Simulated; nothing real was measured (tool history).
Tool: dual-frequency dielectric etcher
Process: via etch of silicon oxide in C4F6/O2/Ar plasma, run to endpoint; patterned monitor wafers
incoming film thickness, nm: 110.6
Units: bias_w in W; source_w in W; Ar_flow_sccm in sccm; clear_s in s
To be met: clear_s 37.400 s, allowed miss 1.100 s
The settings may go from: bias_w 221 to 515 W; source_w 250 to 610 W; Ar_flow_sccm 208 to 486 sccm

run 1 hour=0.0 | bias_w=368 source_w=430 Ar_flow_sccm=347 | clear_s=27.550
run 2 hour=2.5 | bias_w=368 source_w=430 Ar_flow_sccm=325 | clear_s=26.751
run 3 hour=9.8 | bias_w=331 source_w=380 Ar_flow_sccm=348 | clear_s=30.232
run 4 hour=13.8 | bias_w=331 source_w=380 Ar_flow_sccm=387 | clear_s=31.044
run 5 hour=22.0 | bias_w=331 source_w=380 Ar_flow_sccm=408 | clear_s=31.016
run 6 hour=22.7 | bias_w=303 source_w=360 Ar_flow_sccm=413 | clear_s=33.131
run 7 hour=29.3 | bias_w=303 source_w=360 Ar_flow_sccm=413 | clear_s=32.816
run 8 hour=31.8 | bias_w=229 source_w=280 Ar_flow_sccm=432 | clear_s=41.453
run 9 hour=38.2 | bias_w=247 source_w=280 Ar_flow_sccm=431 | clear_s=41.469
run 10 hour=46.3 | bias_w=267 source_w=290 Ar_flow_sccm=430 | clear_s=38.570
run 11 hour=54.1 | bias_w=272 source_w=290 Ar_flow_sccm=430 | clear_s=39.041
run 12 hour=58.6 | bias_w=280 source_w=290 Ar_flow_sccm=430 | clear_s=38.716

5 next moves are on the table. One of them brings every result within its allowed miss. Which?
run A hour=63.1 | bias_w=237 source_w=280 Ar_flow_sccm=448 | clear_s=?
run B hour=63.1 | bias_w=287 source_w=340 Ar_flow_sccm=401 | clear_s=?
run C hour=63.1 | bias_w=327 source_w=330 Ar_flow_sccm=421 | clear_s=?
run D hour=63.1 | bias_w=280 source_w=310 Ar_flow_sccm=424 | clear_s=?
run E hour=63.1 | bias_w=349 source_w=310 Ar_flow_sccm=486 | clear_s=?

move=A clear_s=41.487
move=B clear_s=34.209
move=C clear_s=33.371
move=D clear_s=36.582
move=E clear_s=34.193
A: further off than the last run
B: takes the result that was furthest off past its target
C: takes the result that was furthest off past its target
D: meets every target
E: takes the result that was furthest off past its target
Answer: D
